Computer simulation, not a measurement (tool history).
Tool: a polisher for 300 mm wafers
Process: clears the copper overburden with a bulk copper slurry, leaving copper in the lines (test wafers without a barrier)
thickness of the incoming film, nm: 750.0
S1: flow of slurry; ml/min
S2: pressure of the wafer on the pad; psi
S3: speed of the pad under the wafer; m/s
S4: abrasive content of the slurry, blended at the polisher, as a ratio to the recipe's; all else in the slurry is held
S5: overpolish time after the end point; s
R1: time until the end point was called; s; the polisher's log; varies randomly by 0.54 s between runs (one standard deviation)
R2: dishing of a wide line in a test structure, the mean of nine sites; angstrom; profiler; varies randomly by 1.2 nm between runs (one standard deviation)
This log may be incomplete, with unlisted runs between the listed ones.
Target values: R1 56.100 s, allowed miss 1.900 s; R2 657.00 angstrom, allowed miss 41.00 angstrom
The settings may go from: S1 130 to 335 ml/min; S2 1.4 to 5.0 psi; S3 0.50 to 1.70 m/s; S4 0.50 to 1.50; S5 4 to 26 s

| run | hour | S1 | S2 | S3 | S4 | S5 | R1 | R2 |
|---|---|---|---|---|---|---|---|---|
| 1 | 0.0 | 215 | 3.2 | 1.10 | 1.00 | 13 | 62.404 | 836.51 |
| 2 | 0.9 | 215 | 3.2 | 1.10 | 1.00 | 16 | 63.429 | 983.12 |
| 3 | 8.2 | 215 | 3.2 | 1.10 | 1.00 | 15 | 62.140 | 975.42 |
| 4 | 13.2 | 215 | 3.2 | 1.10 | 1.00 | 14 | 62.236 | 922.64 |
| 5 | 14.5 | 215 | 3.2 | 1.10 | 0.85 | 14 | 66.285 | 909.06 |
| 6 | 15.2 | 215 | 3.2 | 1.10 | 1.00 | 14 | 62.771 | 915.40 |
| 7 | 20.9 | 215 | 3.2 | 1.10 | 1.00 | 13 | 62.173 | 852.87 |
| 8 | 24.2 | 215 | 3.2 | 1.10 | 1.00 | 13 | 62.266 | 882.79 |
| 9 | 24.8 | 215 | 3.2 | 1.10 | 1.00 | 12 | 62.228 | 829.21 |
| 10 | 31.9 | 215 | 3.2 | 1.10 | 1.00 | 11 | 61.946 | 808.52 |
| 11 | 39.1 | 215 | 3.2 | 1.10 | 1.00 | 10 | 63.199 | 728.53 |
| 12 | 46.9 | 230 | 3.6 | 1.12 | 1.00 | 6 | 56.489 | 515.92 |
| 13 | 49.8 | 225 | 3.6 | 1.12 | 1.00 | 6 | 55.875 | 530.94 |
| 14 | 56.9 | 220 | 3.6 | 1.12 | 1.00 | 6 | 55.477 | 520.60 |

Below are 4 possible settings for the next run. Only one of them brings all results inside the allowed miss of their targets. Which is it?
| A | 64.0 | 155 | 3.5 | 1.30 | 1.00 | 8 | ? | ? |
| B | 64.0 | 220 | 3.5 | 1.16 | 0.95 | 8 | ? | ? |
| C | 64.0 | 130 | 4.0 | 1.10 | 1.05 | 6 | ? | ? |
| D | 64.0 | 230 | 3.9 | 0.98 | 1.30 | 5 | ? | ? |

| move | R1 | R2 |
|---|---|---|
| A | 51.287 | 717.96 |
| B | 56.287 | 667.60 |
| C | 54.538 | 545.51 |
| D | 55.338 | 460.50 |
A: takes the biggest miss from the last run beyond its target
B: all results in spec
C: moves toward the targets from the last run without getting all of them in spec
D: the biggest miss grows against the last run
Go with B: it meets all targets.
